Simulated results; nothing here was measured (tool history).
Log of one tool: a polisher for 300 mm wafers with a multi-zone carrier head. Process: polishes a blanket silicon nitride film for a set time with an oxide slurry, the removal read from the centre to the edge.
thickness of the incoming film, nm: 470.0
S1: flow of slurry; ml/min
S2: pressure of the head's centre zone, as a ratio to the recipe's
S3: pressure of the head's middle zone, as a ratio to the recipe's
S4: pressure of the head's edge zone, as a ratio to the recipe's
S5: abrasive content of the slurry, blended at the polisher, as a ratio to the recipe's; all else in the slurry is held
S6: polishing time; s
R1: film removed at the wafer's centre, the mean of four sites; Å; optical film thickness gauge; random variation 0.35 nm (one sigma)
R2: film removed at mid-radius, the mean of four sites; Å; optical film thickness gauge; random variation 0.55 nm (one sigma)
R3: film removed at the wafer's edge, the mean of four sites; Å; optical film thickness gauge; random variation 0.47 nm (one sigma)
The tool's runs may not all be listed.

run 1 hour=0.0 | S1=250 S2=1.00 S3=1.00 S4=1.00 S5=1.00 S6=46 | R1=280.76 R2=286.78 R3=285.84
run 2 hour=8.4 | S1=250 S2=1.04 S3=1.00 S4=1.00 S5=1.00 S6=46 | R1=291.87 R2=280.09 R3=283.07
run 3 hour=14.2 | S1=250 S2=1.04 S3=1.00 S4=1.00 S5=0.90 S6=46 | R1=280.92 R2=269.78 R3=270.16
run 4 hour=18.5 | S1=250 S2=1.04 S3=1.00 S4=1.00 S5=1.00 S6=46 | R1=295.54 R2=284.55 R3=292.45
run 5 hour=20.3 | S1=250 S2=1.04 S3=0.96 S4=1.00 S5=1.00 S6=46 | R1=294.59 R2=275.79 R3=286.07
run 6 hour=28.4 | S1=250 S2=1.04 S3=0.96 S4=0.95 S5=1.00 S6=46 | R1=295.29 R2=285.16 R3=286.38
run 7 hour=35.7 | S1=255 S2=1.04 S3=0.97 S4=0.94 S5=1.10 S6=46 | R1=311.30 R2=294.26 R3=290.05
run 8 hour=44.5 | S1=250 S2=1.03 S3=0.98 S4=0.94 S5=1.15 S6=47 | R1=312.53 R2=301.80 R3=298.79
run 9 hour=48.6 | S1=250 S2=1.03 S3=0.98 S4=0.94 S5=1.15 S6=47 | R1=318.66 R2=295.65 R3=303.30

Run 10 comes next. What will it give?
run 10 hour=54.8 | S1=265 S2=1.01 S3=1.00 S4=0.93 S5=1.20 S6=48 | R1=? R2=? R3=?

{"run 10": {"R1": 321.87, "R2": 332.4, "R3": 308.93}}

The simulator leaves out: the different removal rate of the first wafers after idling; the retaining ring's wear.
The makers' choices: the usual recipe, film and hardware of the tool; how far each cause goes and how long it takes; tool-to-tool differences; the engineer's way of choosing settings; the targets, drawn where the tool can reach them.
